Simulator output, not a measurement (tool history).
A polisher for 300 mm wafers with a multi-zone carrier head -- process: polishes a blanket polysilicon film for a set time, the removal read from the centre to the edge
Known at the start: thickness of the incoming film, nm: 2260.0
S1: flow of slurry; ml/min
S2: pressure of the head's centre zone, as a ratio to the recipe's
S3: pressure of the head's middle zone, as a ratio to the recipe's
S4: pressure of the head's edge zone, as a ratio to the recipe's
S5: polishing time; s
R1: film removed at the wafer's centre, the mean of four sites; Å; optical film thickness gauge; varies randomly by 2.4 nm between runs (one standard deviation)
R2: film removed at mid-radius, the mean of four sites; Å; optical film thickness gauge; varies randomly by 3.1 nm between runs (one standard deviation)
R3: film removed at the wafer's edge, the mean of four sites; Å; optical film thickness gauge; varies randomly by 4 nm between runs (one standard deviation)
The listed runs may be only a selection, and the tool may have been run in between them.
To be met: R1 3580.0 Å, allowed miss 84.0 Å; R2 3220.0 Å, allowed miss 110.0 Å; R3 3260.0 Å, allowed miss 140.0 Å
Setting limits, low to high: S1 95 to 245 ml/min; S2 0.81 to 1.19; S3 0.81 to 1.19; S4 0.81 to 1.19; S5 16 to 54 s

{"run": 1, "hour": 0.0, "S1": 155, "S2": 1.0, "S3": 1.0, "S4": 1.0, "S5": 35, "R1": 2581.4, "R2": 2466.7, "R3": 2561.8}
{"run": 2, "hour": 3.4, "S1": 170, "S2": 1.03, "S3": 1.03, "S4": 1.04, "S5": 36, "R1": 2770.4, "R2": 2659.0, "R3": 2745.4}
{"run": 3, "hour": 4.9, "S1": 185, "S2": 1.07, "S3": 1.05, "S4": 1.07, "S5": 37, "R1": 3000.2, "R2": 2844.1, "R3": 2871.5}
{"run": 4, "hour": 5.9, "S1": 185, "S2": 1.11, "S3": 1.05, "S4": 1.07, "S5": 37, "R1": 3174.5, "R2": 2836.3, "R3": 2835.5}
{"hour": 10.3, "done": "worn pad replaced by a new one"}
{"run": 5, "hour": 10.3, "S1": 185, "S2": 1.11, "S3": 1.05, "S4": 1.07, "S5": 44, "R1": 4218.0, "R2": 3768.7, "R3": 3739.7}
{"run": 6, "hour": 17.6, "S1": 170, "S2": 1.09, "S3": 1.04, "S4": 1.04, "S5": 44, "R1": 4067.8, "R2": 3730.6, "R3": 3800.2}
{"run": 7, "hour": 19.1, "S1": 185, "S2": 1.07, "S3": 1.02, "S4": 1.03, "S5": 43, "R1": 4007.7, "R2": 3637.2, "R3": 3703.1}
{"run": 8, "hour": 26.2, "S1": 175, "S2": 1.08, "S3": 1.03, "S4": 1.03, "S5": 43, "R1": 3982.0, "R2": 3608.4, "R3": 3665.9}
{"run": 9, "hour": 28.7, "S1": 165, "S2": 1.09, "S3": 1.04, "S4": 1.04, "S5": 42, "R1": 3862.4, "R2": 3515.6, "R3": 3568.7}
{"run": 10, "hour": 36.2, "S1": 165, "S2": 1.09, "S3": 1.04, "S4": 1.04, "S5": 42, "R1": 3853.8, "R2": 3590.4, "R3": 3588.9}
{"run": 11, "hour": 38.1, "S1": 120, "S2": 1.1, "S3": 0.99, "S4": 0.95, "S5": 41, "R1": 3510.8, "R2": 3070.0, "R3": 3155.1}

Consider the 4 candidate settings below. Which is the only one whose results all fall within their allowed miss of target?
{"run": "A", "hour": 40.0, "S1": 130, "S2": 1.11, "S3": 1.08, "S4": 0.85, "S5": 40, "R1": "?", "R2": "?", "R3": "?"}
{"run": "B", "hour": 40.0, "S1": 215, "S2": 1.03, "S3": 0.96, "S4": 0.93, "S5": 39, "R1": "?", "R2": "?", "R3": "?"}
{"run": "C", "hour": 40.0, "S1": 135, "S2": 1.14, "S3": 1.09, "S4": 0.94, "S5": 38, "R1": "?", "R2": "?", "R3": "?"}
{"run": "D", "hour": 40.0, "S1": 95, "S2": 1.11, "S3": 0.92, "S4": 0.93, "S5": 45, "R1": "?", "R2": "?", "R3": "?"}

move=A R1=3528.8 R2=3303.0 R3=2971.3
move=B R1=3547.7 R2=3232.9 R3=3237.1
move=C R1=3480.0 R2=3188.8 R3=2974.5
move=D R1=3555.7 R2=2987.9 R3=3271.6
A: the furthest-off result lands on target, but another misses its tolerance
B: meets every target
C: the furthest-off result lands on target, but another misses its tolerance
D: misses by more than the last run did
The right move is B.
